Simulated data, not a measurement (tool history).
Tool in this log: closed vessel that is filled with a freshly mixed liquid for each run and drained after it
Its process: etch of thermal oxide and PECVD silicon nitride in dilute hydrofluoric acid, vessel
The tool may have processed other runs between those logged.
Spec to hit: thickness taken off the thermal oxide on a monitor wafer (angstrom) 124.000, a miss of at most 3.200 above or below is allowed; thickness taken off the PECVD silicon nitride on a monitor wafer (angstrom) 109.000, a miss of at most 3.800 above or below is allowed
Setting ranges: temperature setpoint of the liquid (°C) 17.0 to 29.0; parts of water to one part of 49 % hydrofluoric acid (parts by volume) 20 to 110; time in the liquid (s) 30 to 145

run  hour  temperature setpoint of the liquid (°C)  parts of water to one part of 49 % hydrofluoric acid (parts by volume)  time in the liquid (s)  thickness taken off the thermal oxide on a monitor wafer (angstrom)  thickness taken off the PECVD silicon nitride on a monitor wafer (angstrom)
  1   0.0                                     21.0                                                                      60                      75                                                               52.037                                                                       41.167
  2   1.5                                     22.0                                                                      55                      75                                                               58.688                                                                       48.491
  3   7.0                                     22.0                                                                      55                      60                                                               47.392                                                                       38.208
  4  10.7                                     22.5                                                                      50                      65                                                               57.858                                                                       48.276
  5  13.1                                     23.0                                                                      45                      65                                                               66.321                                                                       53.576
  6  21.6                                     24.0                                                                      40                      65                                                               78.595                                                                       64.150
  7  26.1                                     25.0                                                                      40                      65                                                               81.145                                                                       68.738
  8  32.0                                     25.0                                                                      40                      65                                                               81.308                                                                       70.082
  9  35.5                                     25.5                                                                      35                      65                                                               94.654                                                                       81.694
 10  41.0                                     27.5                                                                      25                      65                                                              147.390                                                                      132.430
 11  46.6                                     26.5                                                                      25                      65                                                              141.780                                                                      120.270
 12  52.4                                     26.5                                                                      30                      65                                                              118.090                                                                      102.200
 13  61.3                                     27.0                                                                      30                      65                                                              118.160                                                                      105.740

Of the 5 settings listed for the next run, only one would bring every result within its allowed miss of target. Which one?
  A  70.2                                     24.5                                                                      30                      75                                                                    ?                                                                            ?
  B  70.2                                     20.5                                                                      25                      80                                                                    ?                                                                            ?
  C  70.2                                     23.5                                                                      30                      85                                                                    ?                                                                            ?
  D  70.2                                     26.0                                                                      40                      95                                                                    ?                                                                            ?
  E  70.2                                     28.5                                                                      40                      80                                                                    ?                                                                            ?

move  thickness taken off the thermal oxide on a monitor wafer (angstrom)  thickness taken off the PECVD silicon nitride on a monitor wafer (angstrom)
   A                                                              124.660                                                                      103.290
   B                                                              135.540                                                                       99.653
   C                                                              135.490                                                                      109.350
   D                                                              124.250                                                                      109.430
   E                                                              115.770                                                                      108.730
A: the worst result of the last run now meets its target, but another is out of spec
B: pushes the last run's worst result past its target
C: pushes the last run's worst result past its target
D: each result inside its tolerance
E: moves away from the targets compared with the last run
D is the move that brings every result within its allowed miss.

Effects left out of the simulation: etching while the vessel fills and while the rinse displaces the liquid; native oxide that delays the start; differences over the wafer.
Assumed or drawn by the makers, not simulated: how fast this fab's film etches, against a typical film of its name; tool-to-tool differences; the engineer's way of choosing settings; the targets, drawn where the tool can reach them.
